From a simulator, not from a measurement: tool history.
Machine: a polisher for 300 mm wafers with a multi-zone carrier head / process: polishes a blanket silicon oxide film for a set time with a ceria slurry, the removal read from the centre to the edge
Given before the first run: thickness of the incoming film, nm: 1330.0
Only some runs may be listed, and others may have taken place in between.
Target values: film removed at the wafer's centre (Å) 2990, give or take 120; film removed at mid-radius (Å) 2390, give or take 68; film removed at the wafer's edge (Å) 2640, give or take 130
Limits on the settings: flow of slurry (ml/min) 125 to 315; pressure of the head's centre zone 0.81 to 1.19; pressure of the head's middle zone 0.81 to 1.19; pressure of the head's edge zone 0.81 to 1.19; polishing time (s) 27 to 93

run  hour  flow of slurry (ml/min)  pressure of the head's centre zone  pressure of the head's middle zone  pressure of the head's edge zone  polishing time (s)  film removed at the wafer's centre (Å)  film removed at mid-radius (Å)  film removed at the wafer's edge (Å)
  1     0                      205                                   1                                   1                                 1                  59                                  2230.5                          2351.1                                  2474
  2   4.8                      220                                1.05                                0.98                                 1                  60                                  2412.1                          2406.9                                2500.8
  3   9.4                      220                                1.05                                0.98                                 1                  47                                  1846.6                          1851.3                                1968.1
  4  17.5                      225                                1.09                                0.95                                 1                  52                                  2207.2                          2029.4                                2163.4
  5  20.7                      225                                1.09                                0.95                              1.07                  52                                    2177                          2023.2                                2224.9
  6  26.6                      225                                1.03                                0.95                              1.07                  52                                  2051.2                          2025.4                                2302.2
  7  29.4                      235                                1.07                                0.94                              1.08                  54                                  2192.8                          2076.7                                  2326
  8  31.9                      235                                 1.1                                0.92                              1.07                  57                                  2410.7                          2143.2                                2533.6
     35.4  -- centre zone pressure recalibrated
  9  35.4                      240                                1.12                                0.92                              1.04                  58                                  2715.1                          2206.5                                2507.2
 10  42.3                      250                                1.12                                0.93                              1.05                  58                                  2757.7                          2239.5                                2478.2

Next run, 4 choices. One meets every target within its allowed miss, the rest don't. Which?
  A  49.2                      190                                1.04                                0.81                              1.11                  62                                       ?                               ?                                     ?
  B  49.2                      130                                0.95                                0.88                              1.07                  69                                       ?                               ?                                     ?
  C  49.2                      315                                1.14                                0.93                              1.06                  60                                       ?                               ?                                     ?
  D  49.2                      245                                1.09                                0.89                              1.07                  57                                       ?                               ?                                     ?

move  film removed at the wafer's centre (Å)  film removed at mid-radius (Å)  film removed at the wafer's edge (Å)
   A                                  2597.2                          2078.5                                2674.8
   B                                    2492                          2339.7                                2810.8
   C                                  2915.6                          2380.9                                2643.1
   D                                  2582.9                            2128                                2475.1
A: misses by more than the last run did
B: the worst result of the last run now meets its target, but another is out of spec
C: all results in spec
D: misses by more than the last run did
So the answer is move C, the one that meets all the targets.
